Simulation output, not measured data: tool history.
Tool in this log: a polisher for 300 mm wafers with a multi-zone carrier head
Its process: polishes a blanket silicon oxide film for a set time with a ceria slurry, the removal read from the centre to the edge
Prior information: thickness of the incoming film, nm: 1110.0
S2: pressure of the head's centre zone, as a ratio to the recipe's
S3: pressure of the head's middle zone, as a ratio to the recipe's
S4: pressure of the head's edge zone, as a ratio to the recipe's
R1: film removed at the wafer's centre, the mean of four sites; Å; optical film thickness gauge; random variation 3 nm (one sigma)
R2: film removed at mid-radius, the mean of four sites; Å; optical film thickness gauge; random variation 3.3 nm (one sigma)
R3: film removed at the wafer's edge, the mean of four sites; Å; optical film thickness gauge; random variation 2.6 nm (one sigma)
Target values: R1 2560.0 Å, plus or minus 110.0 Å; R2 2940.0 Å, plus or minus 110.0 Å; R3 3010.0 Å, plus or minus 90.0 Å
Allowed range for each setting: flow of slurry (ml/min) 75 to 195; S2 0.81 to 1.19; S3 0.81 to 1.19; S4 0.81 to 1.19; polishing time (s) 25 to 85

{"run": 1, "hour": 0.0, "flow of slurry (ml/min)": 125, "S2": 1.0, "S3": 1.0, "S4": 1.0, "polishing time (s)": 55, "R1": 3860.6, "R2": 3837.9, "R3": 3894.3}
{"run": 2, "hour": 5.0, "flow of slurry (ml/min)": 115, "S2": 0.95, "S3": 0.98, "S4": 0.97, "polishing time (s)": 52, "R1": 3373.2, "R2": 3502.8, "R3": 3544.6}
{"run": 3, "hour": 7.8, "flow of slurry (ml/min)": 115, "S2": 0.95, "S3": 0.98, "S4": 0.9, "polishing time (s)": 52, "R1": 3395.8, "R2": 3555.5, "R3": 3376.7}
{"run": 4, "hour": 11.7, "flow of slurry (ml/min)": 105, "S2": 0.91, "S3": 0.96, "S4": 0.9, "polishing time (s)": 51, "R1": 3097.6, "R2": 3316.1, "R3": 3317.1}
{"run": 5, "hour": 12.6, "flow of slurry (ml/min)": 105, "S2": 0.94, "S3": 0.96, "S4": 0.9, "polishing time (s)": 51, "R1": 3247.6, "R2": 3300.7, "R3": 3359.4}
{"run": 6, "hour": 20.1, "flow of slurry (ml/min)": 105, "S2": 1.01, "S3": 0.96, "S4": 0.9, "polishing time (s)": 51, "R1": 3354.2, "R2": 3376.5, "R3": 3299.0}
{"run": 7, "hour": 21.3, "flow of slurry (ml/min)": 95, "S2": 0.95, "S3": 0.96, "S4": 0.9, "polishing time (s)": 50, "R1": 3102.8, "R2": 3168.7, "R3": 3201.3}
{"run": 8, "hour": 22.1, "flow of slurry (ml/min)": 75, "S2": 0.85, "S3": 1.03, "S4": 0.93, "polishing time (s)": 46, "R1": 2461.5, "R2": 2916.0, "R3": 2817.9}
{"run": 9, "hour": 30.1, "flow of slurry (ml/min)": 90, "S2": 0.85, "S3": 0.99, "S4": 1.0, "polishing time (s)": 47, "R1": 2591.6, "R2": 3056.8, "R3": 3105.6}

5 candidate next runs follow, results not yet known. Just one meets every target within its allowed miss. Identify it.
{"run": "A", "hour": 38.1, "flow of slurry (ml/min)": 85, "S2": 0.81, "S3": 1.01, "S4": 1.02, "polishing time (s)": 45, "R1": "?", "R2": "?", "R3": "?"}
{"run": "B", "hour": 38.1, "flow of slurry (ml/min)": 110, "S2": 0.85, "S3": 0.99, "S4": 1.02, "polishing time (s)": 44, "R1": "?", "R2": "?", "R3": "?"}
{"run": "C", "hour": 38.1, "flow of slurry (ml/min)": 80, "S2": 0.81, "S3": 0.95, "S4": 1.04, "polishing time (s)": 49, "R1": "?", "R2": "?", "R3": "?"}
{"run": "D", "hour": 38.1, "flow of slurry (ml/min)": 125, "S2": 0.81, "S3": 1.02, "S4": 0.95, "polishing time (s)": 44, "R1": "?", "R2": "?", "R3": "?"}
{"run": "E", "hour": 38.1, "flow of slurry (ml/min)": 90, "S2": 0.86, "S3": 1.07, "S4": 0.99, "polishing time (s)": 45, "R1": "?", "R2": "?", "R3": "?"}

move=A R1=2398.8 R2=2981.1 R3=2971.6
move=B R1=2621.1 R2=3037.0 R3=3023.0
move=C R1=2565.9 R2=3037.3 R3=3237.2
move=D R1=2583.5 R2=3196.4 R3=2973.1
move=E R1=2575.3 R2=3173.2 R3=2953.4
A: the furthest-off result lands on target, but another misses its tolerance
B: hits every target within its allowed miss
C: its largest miss is bigger than the last run's
D: the furthest-off result lands on target, but another misses its tolerance
E: the furthest-off result lands on target, but another misses its tolerance
Move B is the one to make.
